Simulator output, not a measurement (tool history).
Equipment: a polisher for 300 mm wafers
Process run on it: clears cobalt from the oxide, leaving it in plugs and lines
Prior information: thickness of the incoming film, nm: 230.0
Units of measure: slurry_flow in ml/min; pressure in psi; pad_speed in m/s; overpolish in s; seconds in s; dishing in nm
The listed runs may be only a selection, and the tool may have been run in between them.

| run | hour | slurry_flow | pressure | pad_speed | overpolish | seconds | dishing |
|---|---|---|---|---|---|---|---|
| 1 | 0 | 300 | 2.2 | 0.94 | 28 | 43.599 | 64.16 |
| 2 | 5.3 | 295 | 2.1 | 0.92 | 26 | 47.118 | 60.324 |
| 3 | 10.6 | 265 | 2.1 | 0.92 | 26 | 46.458 | 60.959 |
| 4 | 15.5 | 255 | 2 | 0.9 | 24 | 52.811 | 55.356 |
| 5 | 22.7 | 245 | 1.9 | 0.92 | 22 | 53.296 | 53.456 |
| 6 | 25.8 | 235 | 1.8 | 0.92 | 20 | 57.608 | 51.301 |

Expected results for the next run?
| 7 | 28.8 | 230 | 1.7 | 0.92 | 19 | ? | ? |

{"run 7": {"seconds": 58.48, "dishing": 47.77}}

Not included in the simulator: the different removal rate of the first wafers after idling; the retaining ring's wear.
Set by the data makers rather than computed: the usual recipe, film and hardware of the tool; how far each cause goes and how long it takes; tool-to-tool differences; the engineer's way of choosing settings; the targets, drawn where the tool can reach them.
